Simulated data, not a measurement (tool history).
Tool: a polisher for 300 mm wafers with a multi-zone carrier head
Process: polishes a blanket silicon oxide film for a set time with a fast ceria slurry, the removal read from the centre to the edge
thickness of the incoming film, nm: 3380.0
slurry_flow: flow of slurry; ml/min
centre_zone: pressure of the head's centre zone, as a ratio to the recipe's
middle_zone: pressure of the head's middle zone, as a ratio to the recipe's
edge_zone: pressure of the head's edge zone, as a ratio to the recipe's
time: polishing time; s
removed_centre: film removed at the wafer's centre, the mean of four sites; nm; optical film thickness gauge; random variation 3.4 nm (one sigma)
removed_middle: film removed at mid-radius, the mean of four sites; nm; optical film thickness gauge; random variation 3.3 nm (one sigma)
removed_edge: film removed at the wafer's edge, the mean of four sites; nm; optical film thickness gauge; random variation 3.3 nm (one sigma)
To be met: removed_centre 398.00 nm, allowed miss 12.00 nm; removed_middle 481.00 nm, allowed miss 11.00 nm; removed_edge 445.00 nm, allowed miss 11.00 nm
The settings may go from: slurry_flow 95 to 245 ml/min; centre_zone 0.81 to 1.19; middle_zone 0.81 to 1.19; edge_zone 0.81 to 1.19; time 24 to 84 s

{"run": 1, "hour": 0.0, "slurry_flow": 155, "centre_zone": 1.0, "middle_zone": 1.0, "edge_zone": 1.0, "time": 54, "removed_centre": 599.56, "removed_middle": 612.0, "removed_edge": 596.23}
{"run": 2, "hour": 4.4, "slurry_flow": 145, "centre_zone": 0.94, "middle_zone": 0.99, "edge_zone": 0.95, "time": 51, "removed_centre": 524.18, "removed_middle": 564.01, "removed_edge": 547.55}
{"run": 3, "hour": 6.1, "slurry_flow": 145, "centre_zone": 0.94, "middle_zone": 0.99, "edge_zone": 0.99, "time": 51, "removed_centre": 517.49, "removed_middle": 564.1, "removed_edge": 549.46}
{"run": 4, "hour": 13.7, "slurry_flow": 145, "centre_zone": 0.94, "middle_zone": 0.99, "edge_zone": 1.04, "time": 51, "removed_centre": 519.39, "removed_middle": 566.34, "removed_edge": 566.34}
{"run": 5, "hour": 15.3, "slurry_flow": 135, "centre_zone": 0.91, "middle_zone": 0.99, "edge_zone": 0.98, "time": 49, "removed_centre": 472.73, "removed_middle": 536.53, "removed_edge": 517.13}
{"hour": 23.7, "done": "edge zone pressure recalibrated"}
{"run": 6, "hour": 23.7, "slurry_flow": 135, "centre_zone": 0.83, "middle_zone": 0.99, "edge_zone": 0.98, "time": 49, "removed_centre": 432.22, "removed_middle": 537.58, "removed_edge": 538.28}
{"run": 7, "hour": 31.0, "slurry_flow": 125, "centre_zone": 0.84, "middle_zone": 0.99, "edge_zone": 0.94, "time": 48, "removed_centre": 423.15, "removed_middle": 518.12, "removed_edge": 517.85}
{"run": 8, "hour": 36.3, "slurry_flow": 125, "centre_zone": 0.84, "middle_zone": 0.99, "edge_zone": 0.94, "time": 48, "removed_centre": 421.65, "removed_middle": 515.58, "removed_edge": 520.79}
{"run": 9, "hour": 38.4, "slurry_flow": 125, "centre_zone": 0.84, "middle_zone": 0.99, "edge_zone": 0.94, "time": 48, "removed_centre": 420.06, "removed_middle": 524.74, "removed_edge": 508.35}
{"run": 10, "hour": 42.2, "slurry_flow": 105, "centre_zone": 0.87, "middle_zone": 0.98, "edge_zone": 0.84, "time": 44, "removed_centre": 378.39, "removed_middle": 449.12, "removed_edge": 437.15}
{"run": 11, "hour": 50.8, "slurry_flow": 115, "centre_zone": 0.87, "middle_zone": 0.99, "edge_zone": 0.83, "time": 44, "removed_centre": 398.83, "removed_middle": 462.38, "removed_edge": 446.45}

4 next moves are on the table. One of them brings every result within its allowed miss. Which?
{"run": "A", "hour": 59.4, "slurry_flow": 105, "centre_zone": 0.88, "middle_zone": 1.03, "edge_zone": 0.81, "time": 45, "removed_centre": "?", "removed_middle": "?", "removed_edge": "?"}
{"run": "B", "hour": 59.4, "slurry_flow": 140, "centre_zone": 0.84, "middle_zone": 0.88, "edge_zone": 0.87, "time": 43, "removed_centre": "?", "removed_middle": "?", "removed_edge": "?"}
{"run": "C", "hour": 59.4, "slurry_flow": 95, "centre_zone": 0.88, "middle_zone": 0.96, "edge_zone": 0.81, "time": 46, "removed_centre": "?", "removed_middle": "?", "removed_edge": "?"}
{"run": "D", "hour": 59.4, "slurry_flow": 100, "centre_zone": 0.89, "middle_zone": 0.97, "edge_zone": 0.87, "time": 44, "removed_centre": "?", "removed_middle": "?", "removed_edge": "?"}

move=A removed_centre=393.36 removed_middle=484.71 removed_edge=445.85
move=B removed_centre=386.75 removed_middle=434.31 removed_edge=457.56
move=C removed_centre=389.21 removed_middle=454.05 removed_edge=447.60
move=D removed_centre=382.98 removed_middle=444.52 removed_edge=442.05
A: meets every target
B: further off than the last run
C: further off than the last run
D: further off than the last run
Move A is the one to make.

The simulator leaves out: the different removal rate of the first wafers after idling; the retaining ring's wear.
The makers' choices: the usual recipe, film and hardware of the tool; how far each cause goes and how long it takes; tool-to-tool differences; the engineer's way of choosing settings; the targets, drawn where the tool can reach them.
